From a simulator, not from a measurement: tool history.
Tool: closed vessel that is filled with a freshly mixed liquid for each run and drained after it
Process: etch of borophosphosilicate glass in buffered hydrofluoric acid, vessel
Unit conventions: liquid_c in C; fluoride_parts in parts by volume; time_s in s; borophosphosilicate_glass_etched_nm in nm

run  hour  liquid_c  fluoride_parts  time_s  borophosphosilicate_glass_etched_nm
  1   0.0      22.0            11.5      35                               70.839
  2   9.0      21.0            12.0      35                               63.692
  3  16.3      20.0            12.5      35                               58.178
  4  20.7      19.5            13.0      35                               54.407
  5  27.0      19.5            11.0      35                               64.326
  6  28.9      19.5            11.0      30                               55.414
  7  33.7      19.0            11.0      30                               53.633
  8  37.5      18.5            11.0      30                               51.983

Forecast run 9:
  9  39.2      18.5            11.0      30                                    ?

Run 9 produced borophosphosilicate_glass_etched_nm 52.020 nm.

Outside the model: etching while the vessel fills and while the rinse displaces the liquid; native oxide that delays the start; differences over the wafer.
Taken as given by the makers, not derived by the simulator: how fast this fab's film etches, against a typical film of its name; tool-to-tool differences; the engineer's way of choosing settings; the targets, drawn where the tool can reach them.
